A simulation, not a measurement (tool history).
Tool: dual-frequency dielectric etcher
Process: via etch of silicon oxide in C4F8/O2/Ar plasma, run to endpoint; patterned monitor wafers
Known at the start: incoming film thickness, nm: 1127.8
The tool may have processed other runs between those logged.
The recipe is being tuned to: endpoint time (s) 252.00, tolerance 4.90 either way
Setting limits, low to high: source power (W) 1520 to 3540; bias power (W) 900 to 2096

Run 1, hour 0.0: source power (W) 2530, bias power (W) 1498. Result: endpoint time (s) 229.28.
Run 2, hour 2.0: source power (W) 2530, bias power (W) 1729. Result: endpoint time (s) 220.31.
Run 3, hour 5.4: source power (W) 2370, bias power (W) 1707. Result: endpoint time (s) 223.90.
Run 4, hour 5.9: source power (W) 2370, bias power (W) 1913. Result: endpoint time (s) 218.04.
At hour 13.3: source power generator calibrated.
Run 5, hour 13.3: source power (W) 2370, bias power (W) 1710. Result: endpoint time (s) 223.03.
Run 6, hour 20.2: source power (W) 2600, bias power (W) 1710. Result: endpoint time (s) 217.85.
Run 7, hour 26.0: source power (W) 2410, bias power (W) 1675. Result: endpoint time (s) 225.40.
Run 8, hour 28.1: source power (W) 2410, bias power (W) 1675. Result: endpoint time (s) 223.51.
Run 9, hour 35.8: source power (W) 2250, bias power (W) 1612. Result: endpoint time (s) 229.25.
Run 10, hour 44.1: source power (W) 2250, bias power (W) 1612. Result: endpoint time (s) 230.37.
Run 11, hour 51.3: source power (W) 2120, bias power (W) 1572. Result: endpoint time (s) 234.29.
Run 12, hour 52.2: source power (W) 2120, bias power (W) 1572. Result: endpoint time (s) 235.58.
Run 13, hour 59.2: source power (W) 2020, bias power (W) 1550. Result: endpoint time (s) 238.39.
Run 14, hour 68.1: source power (W) 1940, bias power (W) 1529. Result: endpoint time (s) 243.27.
Run 15, hour 70.2: source power (W) 1890, bias power (W) 1520. Result: endpoint time (s) 243.48.
Run 16, hour 71.5: source power (W) 1840, bias power (W) 1509. Result: endpoint time (s) 242.22.
Run 17, hour 76.9: source power (W) 1790, bias power (W) 1484. Result: endpoint time (s) 245.44.

Which one of the following 4 next-run settings gets every result inside its allowed miss? There is exactly one.
Run A, hour 82.3: source power (W) 1940, bias power (W) 1626. Result: endpoint time (s) ?.
Run B, hour 82.3: source power (W) 1520, bias power (W) 1573. Result: endpoint time (s) ?.
Run C, hour 82.3: source power (W) 2120, bias power (W) 1572. Result: endpoint time (s) ?.
Run D, hour 82.3: source power (W) 2060, bias power (W) 1642. Result: endpoint time (s) ?.

move  endpoint time (s)
   A             239.37
   B             253.58
   C             236.87
   D             235.68
A: moves away from the targets compared with the last run
B: all results land within tolerance of their targets
C: moves away from the targets compared with the last run
D: moves away from the targets compared with the last run
So the answer is move B, the one that meets all the targets.

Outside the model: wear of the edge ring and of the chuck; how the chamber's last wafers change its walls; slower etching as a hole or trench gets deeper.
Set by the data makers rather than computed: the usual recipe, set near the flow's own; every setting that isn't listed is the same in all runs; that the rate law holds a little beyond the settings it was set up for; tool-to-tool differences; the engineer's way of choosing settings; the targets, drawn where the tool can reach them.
